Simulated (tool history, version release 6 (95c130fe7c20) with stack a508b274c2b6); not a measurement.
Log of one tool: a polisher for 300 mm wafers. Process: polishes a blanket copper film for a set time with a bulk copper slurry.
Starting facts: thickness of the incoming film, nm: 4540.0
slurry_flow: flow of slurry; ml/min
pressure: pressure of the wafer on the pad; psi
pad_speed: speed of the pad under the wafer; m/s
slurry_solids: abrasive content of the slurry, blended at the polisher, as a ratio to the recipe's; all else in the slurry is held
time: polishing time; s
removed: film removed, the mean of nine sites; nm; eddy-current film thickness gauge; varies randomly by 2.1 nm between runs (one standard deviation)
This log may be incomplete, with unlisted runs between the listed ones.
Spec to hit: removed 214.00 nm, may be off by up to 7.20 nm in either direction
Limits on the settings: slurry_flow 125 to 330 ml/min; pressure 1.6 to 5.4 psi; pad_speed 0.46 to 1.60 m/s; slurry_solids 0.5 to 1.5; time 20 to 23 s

| run | hour | slurry_flow | pressure | pad_speed | slurry_solids | time | removed |
|---|---|---|---|---|---|---|---|
| 1 | 0.0 | 210 | 3.5 | 1.02 | 1.0 | 23 | 281.93 |
| 2 | 2.3 | 190 | 3.5 | 1.02 | 1.0 | 23 | 282.69 |
| 3 | 7.6 | 190 | 3.5 | 1.02 | 1.0 | 20 | 245.15 |
| 4 | 12.5 | 180 | 3.4 | 1.02 | 1.0 | 20 | 234.86 |
| 5 | 13.0 | 230 | 3.4 | 1.02 | 1.0 | 20 | 247.65 |
| 6 | 19.6 | 255 | 3.4 | 1.02 | 1.0 | 20 | 249.33 |
| 7 | 24.1 | 255 | 3.4 | 1.02 | 1.0 | 20 | 245.71 |
| 8 | 27.0 | 255 | 3.3 | 1.02 | 1.0 | 20 | 239.76 |
| 9 | 29.7 | 255 | 3.2 | 1.02 | 1.0 | 20 | 236.10 |
| 10 | 34.1 | 255 | 3.1 | 1.02 | 1.0 | 20 | 224.91 |

Exactly one of the 4 candidate moves below puts every result within its allowed miss. Which one?
| A | 38.5 | 215 | 2.7 | 1.24 | 1.3 | 20 | ? |
| B | 38.5 | 255 | 3.0 | 1.10 | 1.0 | 21 | ? |
| C | 38.5 | 260 | 2.9 | 1.04 | 1.0 | 20 | ? |
| D | 38.5 | 205 | 2.3 | 1.32 | 1.2 | 21 | ? |

| move | removed |
|---|---|
| A | 247.64 |
| B | 249.20 |
| C | 218.86 |
| D | 230.77 |
A: moves away from the targets compared with the last run
B: moves away from the targets compared with the last run
C: hits every target within its allowed miss
D: moves away from the targets compared with the last run
So the answer is move C, the one that meets all the targets.
